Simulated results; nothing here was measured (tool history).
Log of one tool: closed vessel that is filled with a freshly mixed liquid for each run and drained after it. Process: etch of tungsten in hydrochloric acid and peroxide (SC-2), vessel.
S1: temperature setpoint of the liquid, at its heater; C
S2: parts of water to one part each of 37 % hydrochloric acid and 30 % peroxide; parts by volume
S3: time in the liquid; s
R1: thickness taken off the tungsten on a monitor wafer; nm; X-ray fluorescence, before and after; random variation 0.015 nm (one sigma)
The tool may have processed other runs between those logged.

Run 1, hour 0.0: S1 45.0 C, S2 5.5 parts by volume, S3 100 s. Result: R1 12.3000 nm.
Run 2, hour 6.5: S1 45.0 C, S2 5.5 parts by volume, S3 100 s. Result: R1 12.2760 nm.
Run 3, hour 15.3: S1 45.0 C, S2 5.5 parts by volume, S3 100 s. Result: R1 12.2620 nm.
Run 4, hour 23.6: S1 49.0 C, S2 5.5 parts by volume, S3 100 s. Result: R1 16.1980 nm.
Run 5, hour 32.7: S1 44.5 C, S2 5.5 parts by volume, S3 100 s. Result: R1 11.8270 nm.
Run 6, hour 34.1: S1 43.0 C, S2 6.0 parts by volume, S3 100 s. Result: R1 10.0010 nm.
Run 7, hour 41.5: S1 43.0 C, S2 6.0 parts by volume, S3 100 s. Result: R1 10.0240 nm.
Run 8, hour 49.6: S1 41.5 C, S2 6.5 parts by volume, S3 100 s. Result: R1 8.4419 nm.

What will run 9 give?
Run 9, hour 56.1: S1 40.5 C, S2 7.0 parts by volume, S3 100 s. Result: R1 ?.

R1: 7.4660 nm
